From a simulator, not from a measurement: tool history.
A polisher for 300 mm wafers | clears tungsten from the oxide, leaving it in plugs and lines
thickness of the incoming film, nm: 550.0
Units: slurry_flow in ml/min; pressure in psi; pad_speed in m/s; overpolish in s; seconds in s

run 1 hour=0 | slurry_flow=230 pressure=3.4 pad_speed=1.3 slurry_solids=1 overpolish=22 | seconds=83.227
run 2 hour=2.9 | slurry_flow=230 pressure=3.6 pad_speed=1.3 slurry_solids=1 overpolish=22 | seconds=79.794
run 3 hour=4.6 | slurry_flow=230 pressure=3.6 pad_speed=1.3 slurry_solids=1 overpolish=22 | seconds=79.587
run 4 hour=9.3 | slurry_flow=230 pressure=2.8 pad_speed=1.3 slurry_solids=1 overpolish=22 | seconds=101.96
run 5 hour=12.4 | slurry_flow=230 pressure=2.8 pad_speed=1.3 slurry_solids=1 overpolish=22 | seconds=101.23
run 6 hour=21.2 | slurry_flow=230 pressure=3.1 pad_speed=1.32 slurry_solids=1 overpolish=22 | seconds=91.698
run 7 hour=24.6 | slurry_flow=230 pressure=3.3 pad_speed=1.32 slurry_solids=1 overpolish=22 | seconds=84.446
run 8 hour=27.4 | slurry_flow=230 pressure=3.5 pad_speed=1.32 slurry_solids=1 overpolish=22 | seconds=78.762

The next listed run, before its measurement:
run 9 hour=33.2 | slurry_flow=230 pressure=3.6 pad_speed=1.32 slurry_solids=1 overpolish=22 | seconds=?

seconds: 78.158 s

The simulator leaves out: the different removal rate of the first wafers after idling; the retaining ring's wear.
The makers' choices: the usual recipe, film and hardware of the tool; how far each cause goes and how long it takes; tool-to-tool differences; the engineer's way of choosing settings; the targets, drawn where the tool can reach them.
